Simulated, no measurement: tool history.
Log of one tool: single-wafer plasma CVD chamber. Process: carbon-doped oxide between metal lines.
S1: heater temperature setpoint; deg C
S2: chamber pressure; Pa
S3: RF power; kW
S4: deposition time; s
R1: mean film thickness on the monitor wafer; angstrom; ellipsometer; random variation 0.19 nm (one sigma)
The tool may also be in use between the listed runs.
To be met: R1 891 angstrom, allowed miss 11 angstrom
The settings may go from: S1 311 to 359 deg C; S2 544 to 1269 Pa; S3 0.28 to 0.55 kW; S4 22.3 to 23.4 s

{"run": 1, "hour": 0.0, "S1": 335, "S2": 907, "S3": 0.415, "S4": 23.4, "R1": 1061.1}
{"run": 2, "hour": 8.9, "S1": 335, "S2": 907, "S3": 0.46, "S4": 23.4, "R1": 1142.8}
{"run": 3, "hour": 10.4, "S1": 335, "S2": 907, "S3": 0.435, "S4": 23.4, "R1": 1098.2}
{"run": 4, "hour": 15.7, "S1": 335, "S2": 907, "S3": 0.485, "S4": 23.4, "R1": 1186.2}
{"run": 5, "hour": 23.2, "S1": 335, "S2": 801, "S3": 0.485, "S4": 23.4, "R1": 1176.2}
{"run": 6, "hour": 28.1, "S1": 338, "S2": 771, "S3": 0.46, "S4": 23.4, "R1": 1117.7}
{"run": 7, "hour": 30.4, "S1": 338, "S2": 771, "S3": 0.46, "S4": 23.4, "R1": 1116.5}
{"run": 8, "hour": 32.3, "S1": 341, "S2": 745, "S3": 0.44, "S4": 23.4, "R1": 1069.1}
{"hour": 36.7, "done": "RF generator calibrated"}
{"run": 9, "hour": 36.7, "S1": 343, "S2": 723, "S3": 0.425, "S4": 23.4, "R1": 1061.3}
{"run": 10, "hour": 41.4, "S1": 343, "S2": 716, "S3": 0.405, "S4": 23.4, "R1": 1021.4}
{"run": 11, "hour": 43.4, "S1": 344, "S2": 701, "S3": 0.39, "S4": 23.4, "R1": 986.21}
{"run": 12, "hour": 49.6, "S1": 345, "S2": 684, "S3": 0.38, "S4": 23.4, "R1": 961.7}
{"run": 13, "hour": 55.2, "S1": 346, "S2": 667, "S3": 0.375, "S4": 23.4, "R1": 948.82}
{"run": 14, "hour": 57.8, "S1": 347, "S2": 651, "S3": 0.37, "S4": 23.4, "R1": 934.23}
{"run": 15, "hour": 59.4, "S1": 358, "S2": 575, "S3": 0.365, "S4": 23.4, "R1": 878.37}

5 next moves are on the table. One of them brings every result within its allowed miss. Which?
{"run": "A", "hour": 61.0, "S1": 358, "S2": 563, "S3": 0.35, "S4": 23.4, "R1": "?"}
{"run": "B", "hour": 61.0, "S1": 356, "S2": 605, "S3": 0.37, "S4": 22.6, "R1": "?"}
{"run": "C", "hour": 61.0, "S1": 353, "S2": 668, "S3": 0.36, "S4": 23.1, "R1": "?"}
{"run": "D", "hour": 61.0, "S1": 357, "S2": 544, "S3": 0.355, "S4": 23.2, "R1": "?"}
{"run": "E", "hour": 61.0, "S1": 359, "S2": 544, "S3": 0.365, "S4": 23.3, "R1": "?"}

move=A R1=849.75
move=B R1=869.08
move=C R1=889.25
move=D R1=850.53
move=E R1=867.27
A: further off than the last run
B: further off than the last run
C: meets every target
D: further off than the last run
E: further off than the last run
Answer: C
